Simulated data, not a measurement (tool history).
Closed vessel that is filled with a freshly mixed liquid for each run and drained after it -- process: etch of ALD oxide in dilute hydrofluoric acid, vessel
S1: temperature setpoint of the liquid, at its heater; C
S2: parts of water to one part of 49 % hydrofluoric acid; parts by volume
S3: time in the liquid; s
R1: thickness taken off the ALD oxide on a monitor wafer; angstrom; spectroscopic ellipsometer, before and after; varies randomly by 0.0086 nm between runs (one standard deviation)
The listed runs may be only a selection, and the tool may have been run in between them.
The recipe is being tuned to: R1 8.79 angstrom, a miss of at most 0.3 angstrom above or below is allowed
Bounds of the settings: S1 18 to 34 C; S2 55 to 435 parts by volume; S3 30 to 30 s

Run 1, hour 0: S1 26 C, S2 245 parts by volume, S3 30 s. Result: R1 20.404 angstrom.
Run 2, hour 5.9: S1 24 C, S2 245 parts by volume, S3 30 s. Result: R1 19.084 angstrom.
Run 3, hour 10.7: S1 23.5 C, S2 260 parts by volume, S3 30 s. Result: R1 17.354 angstrom.
Run 4, hour 12.3: S1 23 C, S2 275 parts by volume, S3 30 s. Result: R1 15.907 angstrom.
Run 5, hour 17.6: S1 22.5 C, S2 285 parts by volume, S3 30 s. Result: R1 14.786 angstrom.
Run 6, hour 20.8: S1 22.5 C, S2 285 parts by volume, S3 30 s. Result: R1 14.85 angstrom.
Run 7, hour 23.2: S1 22 C, S2 295 parts by volume, S3 30 s. Result: R1 14.064 angstrom.
Run 8, hour 27.5: S1 21.5 C, S2 305 parts by volume, S3 30 s. Result: R1 13.216 angstrom.

Exercise: of the 5 proposed moves below, exactly one satisfies all targets within the stated allowed misses. Which move is it?
Run A, hour 31.8: S1 19 C, S2 385 parts by volume, S3 30 s. Result: R1 ?.
Run B, hour 31.8: S1 26.5 C, S2 295 parts by volume, S3 30 s. Result: R1 ?.
Run C, hour 31.8: S1 19.5 C, S2 240 parts by volume, S3 30 s. Result: R1 ?.
Run D, hour 31.8: S1 18 C, S2 395 parts by volume, S3 30 s. Result: R1 ?.
Run E, hour 31.8: S1 20 C, S2 430 parts by volume, S3 30 s. Result: R1 ?.

move      R1
   A  9.0042
   B  16.536
   C  16.692
   D  8.4016
   E  8.0474
A: all results land within tolerance of their targets
B: misses by more than the last run did
C: misses by more than the last run did
D: pushes the last run's worst result past its target
E: pushes the last run's worst result past its target
Go with A: it meets all targets.
